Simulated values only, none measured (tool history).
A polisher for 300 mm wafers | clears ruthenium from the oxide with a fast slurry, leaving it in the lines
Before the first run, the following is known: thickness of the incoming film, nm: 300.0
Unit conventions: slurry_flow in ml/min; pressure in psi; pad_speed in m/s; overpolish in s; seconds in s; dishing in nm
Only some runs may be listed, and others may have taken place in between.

run 1 hour=0.0 | slurry_flow=230 pressure=3.4 pad_speed=1.12 slurry_solids=1.0 overpolish=16 | seconds=82.247 dishing=46.606
run 2 hour=7.0 | slurry_flow=230 pressure=3.4 pad_speed=1.12 slurry_solids=1.0 overpolish=20 | seconds=82.843 dishing=58.044
run 3 hour=14.3 | slurry_flow=230 pressure=3.4 pad_speed=1.12 slurry_solids=0.9 overpolish=20 | seconds=91.595 dishing=50.341
run 4 hour=18.7 | slurry_flow=230 pressure=3.4 pad_speed=1.12 slurry_solids=0.9 overpolish=15 | seconds=90.574 dishing=41.329
run 5 hour=21.4 | slurry_flow=230 pressure=3.4 pad_speed=1.12 slurry_solids=1.0 overpolish=15 | seconds=81.994 dishing=46.688
run 6 hour=24.8 | slurry_flow=230 pressure=3.4 pad_speed=1.26 slurry_solids=1.0 overpolish=15 | seconds=73.139 dishing=48.949
-- hour=26.6 slurry blender recalibrated
run 7 hour=26.6 | slurry_flow=230 pressure=3.2 pad_speed=1.26 slurry_solids=1.0 overpolish=15 | seconds=55.141 dishing=62.567
run 8 hour=34.3 | slurry_flow=230 pressure=3.5 pad_speed=1.26 slurry_solids=1.0 overpolish=16 | seconds=51.137 dishing=64.686

What will run 9 give?
run 9 hour=39.5 | slurry_flow=230 pressure=3.2 pad_speed=1.26 slurry_solids=1.0 overpolish=15 | seconds=? dishing=?

{"run 9": {"seconds": 55.291, "dishing": 61.717}}
